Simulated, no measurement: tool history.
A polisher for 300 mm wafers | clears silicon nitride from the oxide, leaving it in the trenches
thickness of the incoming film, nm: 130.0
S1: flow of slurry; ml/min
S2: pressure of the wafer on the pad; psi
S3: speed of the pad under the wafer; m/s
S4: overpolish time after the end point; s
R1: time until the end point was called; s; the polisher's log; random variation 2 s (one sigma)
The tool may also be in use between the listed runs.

Run 1, hour 0.0: S1 315 ml/min, S2 2.9 psi, S3 1.28 m/s, S4 44 s. Result: R1 141.29 s.
Run 2, hour 1.9: S1 315 ml/min, S2 2.8 psi, S3 1.28 m/s, S4 44 s. Result: R1 144.23 s.
Run 3, hour 10.7: S1 315 ml/min, S2 2.7 psi, S3 1.28 m/s, S4 44 s. Result: R1 144.15 s.
Run 4, hour 19.6: S1 315 ml/min, S2 2.7 psi, S3 1.28 m/s, S4 47 s. Result: R1 147.78 s.
Run 5, hour 26.0: S1 315 ml/min, S2 2.6 psi, S3 1.28 m/s, S4 47 s. Result: R1 149.57 s.
Run 6, hour 33.8: S1 315 ml/min, S2 2.6 psi, S3 1.28 m/s, S4 47 s. Result: R1 150.08 s.
Run 7, hour 39.6: S1 315 ml/min, S2 2.5 psi, S3 1.28 m/s, S4 47 s. Result: R1 154.45 s.

Forecast run 8:
At hour 46.5: worn pad replaced by a new one.
Run 8, hour 46.5: S1 315 ml/min, S2 2.4 psi, S3 1.28 m/s, S4 47 s. Result: R1 ?.

Run 8 gave R1 139.38 s.
